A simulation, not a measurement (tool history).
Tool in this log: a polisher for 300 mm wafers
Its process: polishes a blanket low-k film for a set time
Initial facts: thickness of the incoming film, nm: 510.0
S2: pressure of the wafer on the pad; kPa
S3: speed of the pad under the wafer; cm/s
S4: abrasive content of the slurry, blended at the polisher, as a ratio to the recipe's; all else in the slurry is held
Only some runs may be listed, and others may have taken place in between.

{"run": 1, "hour": 0.0, "flow of slurry (ml/min)": 220, "S2": 9.7, "S3": 114, "S4": 1, "polishing time (s)": 51, "film removed (angstrom)": 165.68}
{"run": 2, "hour": 6.7, "flow of slurry (ml/min)": 220, "S2": 7.6, "S3": 114, "S4": 1, "polishing time (s)": 51, "film removed (angstrom)": 134.37}
{"run": 3, "hour": 10.6, "flow of slurry (ml/min)": 220, "S2": 7.6, "S3": 114, "S4": 1, "polishing time (s)": 45, "film removed (angstrom)": 114.57}
{"run": 4, "hour": 17.4, "flow of slurry (ml/min)": 200, "S2": 7.6, "S3": 114, "S4": 1, "polishing time (s)": 45, "film removed (angstrom)": 113.24}
{"run": 5, "hour": 22.5, "flow of slurry (ml/min)": 210, "S2": 8.3, "S3": 114, "S4": 1, "polishing time (s)": 45, "film removed (angstrom)": 125.65}
{"run": 6, "hour": 28.5, "flow of slurry (ml/min)": 215, "S2": 9, "S3": 114, "S4": 1, "polishing time (s)": 45, "film removed (angstrom)": 135.5}
{"run": 7, "hour": 36.1, "flow of slurry (ml/min)": 220, "S2": 9.7, "S3": 114, "S4": 1, "polishing time (s)": 45, "film removed (angstrom)": 146.86}
{"run": 8, "hour": 37.0, "flow of slurry (ml/min)": 225, "S2": 10.3, "S3": 114, "S4": 1, "polishing time (s)": 45, "film removed (angstrom)": 158.91}

Run 9 comes next. What will it give?
{"run": 9, "hour": 45.0, "flow of slurry (ml/min)": 225, "S2": 11, "S3": 114, "S4": 1, "polishing time (s)": 45, "film removed (angstrom)": "?"}

{"run 9": {"film removed (angstrom)": 165.57}}
